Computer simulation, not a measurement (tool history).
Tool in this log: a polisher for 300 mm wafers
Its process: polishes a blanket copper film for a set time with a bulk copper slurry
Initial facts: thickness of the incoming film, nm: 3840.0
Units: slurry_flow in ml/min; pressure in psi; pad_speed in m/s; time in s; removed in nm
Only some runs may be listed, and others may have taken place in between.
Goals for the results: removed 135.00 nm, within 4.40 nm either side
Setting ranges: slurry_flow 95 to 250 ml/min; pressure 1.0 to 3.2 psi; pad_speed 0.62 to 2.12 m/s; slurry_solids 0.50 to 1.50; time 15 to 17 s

run 1 hour=0.0 | slurry_flow=160 pressure=2.1 pad_speed=1.36 slurry_solids=1.00 time=17 | removed=179.44
run 2 hour=8.9 | slurry_flow=160 pressure=2.1 pad_speed=1.50 slurry_solids=1.00 time=17 | removed=193.07
run 3 hour=11.8 | slurry_flow=160 pressure=2.1 pad_speed=1.50 slurry_solids=1.00 time=17 | removed=198.68
run 4 hour=14.5 | slurry_flow=160 pressure=2.0 pad_speed=1.50 slurry_solids=1.00 time=17 | removed=184.85
run 5 hour=16.6 | slurry_flow=140 pressure=2.0 pad_speed=1.50 slurry_solids=1.00 time=17 | removed=181.70
run 6 hour=25.3 | slurry_flow=140 pressure=1.9 pad_speed=1.50 slurry_solids=1.00 time=17 | removed=175.13
run 7 hour=30.5 | slurry_flow=140 pressure=1.9 pad_speed=1.50 slurry_solids=1.00 time=17 | removed=175.32
run 8 hour=39.5 | slurry_flow=140 pressure=1.8 pad_speed=1.50 slurry_solids=1.00 time=17 | removed=164.64
run 9 hour=47.1 | slurry_flow=140 pressure=1.7 pad_speed=1.50 slurry_solids=1.00 time=17 | removed=156.01

4 next moves are on the table. One of them brings every result within its allowed miss. Which?
run A hour=54.7 | slurry_flow=140 pressure=1.6 pad_speed=1.44 slurry_solids=1.00 time=15 | removed=?
run B hour=54.7 | slurry_flow=95 pressure=1.8 pad_speed=1.70 slurry_solids=0.95 time=17 | removed=?
run C hour=54.7 | slurry_flow=145 pressure=1.9 pad_speed=1.62 slurry_solids=1.00 time=17 | removed=?
run D hour=54.7 | slurry_flow=135 pressure=1.6 pad_speed=1.46 slurry_solids=1.10 time=16 | removed=?

move=A removed=124.11
move=B removed=166.16
move=C removed=187.48
move=D removed=135.63
A: carries the result that was furthest off beyond its target, to the other side
B: moves away from the targets compared with the last run
C: moves away from the targets compared with the last run
D: all results land within tolerance of their targets
Correct choice: D, which meets every target
